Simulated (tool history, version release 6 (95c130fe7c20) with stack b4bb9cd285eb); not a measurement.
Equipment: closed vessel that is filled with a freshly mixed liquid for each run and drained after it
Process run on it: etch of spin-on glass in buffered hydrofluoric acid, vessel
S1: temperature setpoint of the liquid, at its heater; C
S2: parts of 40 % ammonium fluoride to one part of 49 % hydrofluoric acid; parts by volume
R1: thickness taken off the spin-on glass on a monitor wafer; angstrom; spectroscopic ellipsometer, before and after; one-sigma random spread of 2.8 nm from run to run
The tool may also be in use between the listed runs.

run 1 day=0.000 | S1=24.0 S2=10.5 time_in_the_liquid_(s)=105 | R1=2878.7
run 2 day=0.150 | S1=24.0 S2=10.5 time_in_the_liquid_(s)=110 | R1=2946.2
run 3 day=0.288 | S1=26.0 S2=10.5 time_in_the_liquid_(s)=110 | R1=3319.2
run 4 day=0.479 | S1=26.0 S2=10.5 time_in_the_liquid_(s)=105 | R1=3199.6
run 5 day=0.558 | S1=29.0 S2=10.5 time_in_the_liquid_(s)=105 | R1=3717.3
run 6 day=0.925 | S1=30.0 S2=10.5 time_in_the_liquid_(s)=105 | R1=3992.5
run 7 day=1.175 | S1=30.5 S2=10.5 time_in_the_liquid_(s)=105 | R1=4119.8

Expected results for the next run?
run 8 day=1.475 | S1=31.0 S2=10.5 time_in_the_liquid_(s)=105 | R1=?

{"run 8": {"R1": 4187.6}}
